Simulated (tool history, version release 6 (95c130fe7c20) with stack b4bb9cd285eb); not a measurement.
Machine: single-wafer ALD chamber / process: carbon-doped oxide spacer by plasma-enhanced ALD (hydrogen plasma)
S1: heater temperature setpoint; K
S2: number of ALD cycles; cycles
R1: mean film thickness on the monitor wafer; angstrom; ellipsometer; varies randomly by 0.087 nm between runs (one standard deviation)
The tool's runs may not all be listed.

Run 1, hour 0: S1 673.15 K, S2 341 cycles. Result: R1 149.99 angstrom.
Run 2, hour 1.6: S1 672.15 K, S2 351 cycles. Result: R1 153.61 angstrom.
Run 3, hour 6.6: S1 672.15 K, S2 360 cycles. Result: R1 158 angstrom.
Run 4, hour 8.5: S1 672.15 K, S2 366 cycles. Result: R1 160.89 angstrom.
Run 5, hour 9.1: S1 672.15 K, S2 371 cycles. Result: R1 162.95 angstrom.
Run 6, hour 11.3: S1 672.15 K, S2 375 cycles. Result: R1 166.21 angstrom.
Run 7, hour 17.4: S1 672.15 K, S2 378 cycles. Result: R1 165.65 angstrom.

Run 8 has not been measured yet. What should we expect?
Run 8, hour 21.3: S1 672.15 K, S2 381 cycles. Result: R1 ?.

{"run 8": {"R1": 168.57}}
